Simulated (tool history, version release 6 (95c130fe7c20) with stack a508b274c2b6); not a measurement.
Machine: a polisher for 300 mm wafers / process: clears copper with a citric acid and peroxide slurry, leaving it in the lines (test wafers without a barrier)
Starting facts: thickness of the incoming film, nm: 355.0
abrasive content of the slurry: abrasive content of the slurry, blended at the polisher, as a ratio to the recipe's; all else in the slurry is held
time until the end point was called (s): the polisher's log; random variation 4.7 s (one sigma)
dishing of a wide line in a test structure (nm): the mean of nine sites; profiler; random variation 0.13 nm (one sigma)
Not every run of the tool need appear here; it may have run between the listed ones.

| run | day | flow of slurry (ml/min) | pressure of the wafer on the pad (kPa) | speed of the pad under the wafer (m/s) | abrasive content of the slurry | overpolish time after the end point (s) | time until the end point was called (s) | dishing of a wide line in a test structure (nm) |
|---|---|---|---|---|---|---|---|---|
| 1 | 0.000 | 165 | 20.7 | 1.22 | 1.00 | 29 | 113.92 | 45.839 |
| 2 | 0.333 | 155 | 16.5 | 1.04 | 0.95 | 22 | 172.31 | 27.765 |
| 3 | 0.512 | 150 | 14.5 | 1.00 | 0.85 | 18 | 208.08 | 20.066 |
| 4 | 0.867 | 165 | 13.8 | 0.98 | 0.75 | 15 | 222.91 | 15.799 |
| 5 | 1.125 | 165 | 13.8 | 0.98 | 0.75 | 24 | 223.75 | 24.637 |
| 6 | 1.212 | 165 | 15.2 | 0.86 | 0.65 | 19 | 233.38 | 18.718 |
| 7 | 1.504 | 170 | 15.2 | 0.86 | 0.60 | 16 | 227.12 | 16.026 |
| 8 | 1.867 | 180 | 14.5 | 0.86 | 0.55 | 15 | 245.94 | 14.185 |
| 9 | 2.029 | 190 | 14.5 | 0.86 | 0.55 | 14 | 239.96 | 13.302 |
| 10 | 2.175 | 195 | 13.8 | 0.86 | 0.55 | 14 | 257.95 | 13.033 |
| 11 | 2.338 | 200 | 13.8 | 0.86 | 0.55 | 14 | 251.68 | 13.385 |
| 12 | 2.454 | 200 | 13.8 | 0.86 | 0.55 | 14 | 252.13 | 13.063 |
| 13 | 2.596 | 205 | 13.8 | 0.86 | 0.55 | 14 | 245.86 | 13.184 |

Forecast run 14:
| 14 | 2.738 | 210 | 13.8 | 0.86 | 0.55 | 14 | ? | ? |

{"run 14": {"time until the end point was called (s)": 253.28, "dishing of a wide line in a test structure (nm)": 13.265}}
